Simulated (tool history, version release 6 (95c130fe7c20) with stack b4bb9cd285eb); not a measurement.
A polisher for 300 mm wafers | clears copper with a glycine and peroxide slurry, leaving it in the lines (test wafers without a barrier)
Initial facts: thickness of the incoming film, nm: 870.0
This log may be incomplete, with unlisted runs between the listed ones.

run  hour  flow of slurry (ml/min)  pressure of the wafer on the pad (kPa)  speed of the pad under the wafer (m/s)  overpolish time after the end point (s)  time until the end point was called (s)  dishing of a wide line in a test structure (Å)
  1   0.0                      140                                    22.1                                    1.00                                       11                                   139.66                                          519.74
  2   8.3                      140                                    17.9                                    1.00                                       11                                   166.06                                          445.92
  3  15.2                      140                                    17.9                                    1.00                                        9                                   170.76                                          387.76
  4  19.2                      140                                    17.9                                    1.00                                       12                                   163.37                                          485.60
  5  21.0                      140                                    17.9                                    1.00                                        9                                   168.91                                          372.98
  6  22.0                      140                                    17.9                                    0.82                                        9                                   196.18                                          329.95

The next listed run, before its measurement:
     24.5  -- worn pad replaced by a new one
  7  24.5                      135                                    17.2                                    0.82                                       10                                        ?                                               ?

{"run 7": {"time until the end point was called (s)": 186.33, "dishing of a wide line in a test structure (Å)": 386.09}}

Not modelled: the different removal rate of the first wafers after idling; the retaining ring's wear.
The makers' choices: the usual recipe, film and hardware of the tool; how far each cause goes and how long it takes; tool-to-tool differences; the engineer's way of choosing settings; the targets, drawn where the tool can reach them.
